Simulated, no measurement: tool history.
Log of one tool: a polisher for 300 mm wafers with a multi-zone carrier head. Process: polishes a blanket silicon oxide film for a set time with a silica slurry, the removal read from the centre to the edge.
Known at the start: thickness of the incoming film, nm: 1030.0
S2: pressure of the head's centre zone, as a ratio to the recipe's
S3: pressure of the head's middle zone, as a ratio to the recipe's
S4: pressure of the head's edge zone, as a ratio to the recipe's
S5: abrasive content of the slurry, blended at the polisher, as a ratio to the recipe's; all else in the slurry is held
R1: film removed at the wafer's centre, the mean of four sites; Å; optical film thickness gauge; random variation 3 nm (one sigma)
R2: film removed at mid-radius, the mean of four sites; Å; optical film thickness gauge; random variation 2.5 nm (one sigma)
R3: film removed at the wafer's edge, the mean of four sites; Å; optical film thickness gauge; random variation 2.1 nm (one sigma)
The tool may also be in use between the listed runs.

run 1 hour=0 | flow_of_slurry_(ml/min)=160 S2=1 S3=1 S4=1 S5=1 polishing_time_(s)=53 | R1=3510 R2=3567 R3=3634.4
run 2 hour=0.5 | flow_of_slurry_(ml/min)=155 S2=1.02 S3=0.96 S4=0.96 S5=0.85 polishing_time_(s)=49 | R1=3087.5 R2=2907.4 R3=3048.8
run 3 hour=4.6 | flow_of_slurry_(ml/min)=155 S2=0.98 S3=0.96 S4=0.96 S5=0.85 polishing_time_(s)=49 | R1=3067.6 R2=2898.3 R3=3042.4
run 4 hour=11.6 | flow_of_slurry_(ml/min)=155 S2=1.01 S3=0.96 S4=0.96 S5=0.85 polishing_time_(s)=49 | R1=3151.2 R2=2906.3 R3=3042
run 5 hour=17.7 | flow_of_slurry_(ml/min)=150 S2=0.99 S3=0.94 S4=0.93 S5=0.75 polishing_time_(s)=47 | R1=2808.5 R2=2544.9 R3=2702.6
run 6 hour=24.4 | flow_of_slurry_(ml/min)=150 S2=1.07 S3=0.94 S4=0.93 S5=0.75 polishing_time_(s)=47 | R1=2969.3 R2=2598.8 R3=2700.4
run 7 hour=25.9 | flow_of_slurry_(ml/min)=140 S2=1.04 S3=0.92 S4=0.91 S5=0.65 polishing_time_(s)=46 | R1=2569 R2=2244.9 R3=2452
run 8 hour=27.2 | flow_of_slurry_(ml/min)=135 S2=1.05 S3=0.91 S4=0.88 S5=0.6 polishing_time_(s)=46 | R1=2431.1 R2=2183.3 R3=2265.9

The next listed run, before its measurement:
run 9 hour=33.3 | flow_of_slurry_(ml/min)=130 S2=1.06 S3=0.88 S4=0.87 S5=0.6 polishing_time_(s)=46 | R1=? R2=? R3=?

R1: 2483.6 Å
R2: 2024.1 Å
R3: 2234.6 Å

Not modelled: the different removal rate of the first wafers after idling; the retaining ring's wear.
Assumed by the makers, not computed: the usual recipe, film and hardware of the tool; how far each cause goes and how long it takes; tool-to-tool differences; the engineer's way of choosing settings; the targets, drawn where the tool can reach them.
